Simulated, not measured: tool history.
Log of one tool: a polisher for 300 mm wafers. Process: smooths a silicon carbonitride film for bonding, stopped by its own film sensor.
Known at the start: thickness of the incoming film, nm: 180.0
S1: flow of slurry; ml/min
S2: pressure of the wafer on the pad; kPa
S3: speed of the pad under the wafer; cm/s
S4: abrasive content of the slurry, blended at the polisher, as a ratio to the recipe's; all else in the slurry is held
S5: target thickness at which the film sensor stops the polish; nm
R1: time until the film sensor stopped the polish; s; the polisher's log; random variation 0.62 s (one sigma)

run	hour	S1	S2	S3	S4	S5	R1
1	0	220	11	110	1	162	90.53
2	3.6	220	11	110	1	162	88.902
3	8.8	220	13.1	114	1	162	73.517
4	15.4	220	14.5	114	1	162	67.052
5	22	220	14.5	102	1	162	73.485
6	25.1	185	14.5	102	1	162	73.991
7	32.6	185	15.2	110	1	162	66.546

The next listed run, before its measurement:
8	41	185	15.9	118	1	162	?

Run 8 gave R1 60.404 s.

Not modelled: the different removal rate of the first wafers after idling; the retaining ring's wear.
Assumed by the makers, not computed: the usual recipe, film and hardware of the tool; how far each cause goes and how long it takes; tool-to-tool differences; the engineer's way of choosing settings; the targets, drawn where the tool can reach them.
